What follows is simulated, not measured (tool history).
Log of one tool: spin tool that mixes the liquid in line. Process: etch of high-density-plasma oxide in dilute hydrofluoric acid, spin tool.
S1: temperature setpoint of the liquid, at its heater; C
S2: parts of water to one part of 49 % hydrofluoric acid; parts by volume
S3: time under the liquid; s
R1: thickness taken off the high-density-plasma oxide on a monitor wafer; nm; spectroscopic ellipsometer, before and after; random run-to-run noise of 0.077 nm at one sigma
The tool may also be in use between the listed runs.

run,hour,S1,S2,S3,R1
1,0.0,21.0,235,320,5.1685
2,4.5,22.5,220,320,5.8900
3,7.2,26.0,220,320,6.7946
4,10.1,26.0,220,320,6.7495
5,13.5,26.0,220,340,7.1347
6,20.4,26.0,220,320,6.7112
7,29.2,26.5,210,320,7.2802
8,33.6,27.0,200,320,7.8042
9,35.8,27.5,195,320,8.2337
10,44.1,28.0,190,320,8.6782

Predict the results of run 11:
11,52.2,28.0,185,320,?

{"run 11": {"R1": 8.9791}}
